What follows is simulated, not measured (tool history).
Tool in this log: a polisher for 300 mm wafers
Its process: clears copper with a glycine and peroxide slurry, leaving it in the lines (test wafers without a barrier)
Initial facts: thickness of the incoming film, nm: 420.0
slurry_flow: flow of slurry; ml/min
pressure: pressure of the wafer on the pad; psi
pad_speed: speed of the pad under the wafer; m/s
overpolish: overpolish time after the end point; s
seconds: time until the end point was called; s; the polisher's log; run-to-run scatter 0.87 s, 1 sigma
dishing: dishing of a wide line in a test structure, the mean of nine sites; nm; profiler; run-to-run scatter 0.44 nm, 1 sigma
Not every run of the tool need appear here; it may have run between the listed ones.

| run | hour | slurry_flow | pressure | pad_speed | overpolish | seconds | dishing |
|---|---|---|---|---|---|---|---|
| 1 | 0.0 | 305 | 2.8 | 0.92 | 8 | 74.582 | 32.840 |
| 2 | 3.3 | 305 | 2.9 | 0.96 | 7 | 71.228 | 31.379 |
| 3 | 8.0 | 305 | 2.9 | 0.88 | 7 | 76.661 | 29.466 |
| 4 | 11.0 | 305 | 2.9 | 0.88 | 9 | 75.352 | 37.446 |
| 5 | 18.2 | 305 | 2.9 | 0.88 | 7 | 75.023 | 29.331 |
| 6 | 19.2 | 320 | 3.1 | 0.88 | 6 | 69.911 | 26.713 |
| 7 | 26.8 | 325 | 3.3 | 0.88 | 5 | 68.292 | 25.201 |
| 8 | 29.8 | 360 | 3.5 | 0.88 | 4 | 64.977 | 20.507 |
| 9 | 38.6 | 365 | 3.7 | 0.88 | 4 | 63.561 | 21.334 |

Run 10 comes next. What will it give?
| 10 | 40.3 | 370 | 3.8 | 0.90 | 4 | ? | ? |

seconds: 59.207 s
dishing: 21.381 nm

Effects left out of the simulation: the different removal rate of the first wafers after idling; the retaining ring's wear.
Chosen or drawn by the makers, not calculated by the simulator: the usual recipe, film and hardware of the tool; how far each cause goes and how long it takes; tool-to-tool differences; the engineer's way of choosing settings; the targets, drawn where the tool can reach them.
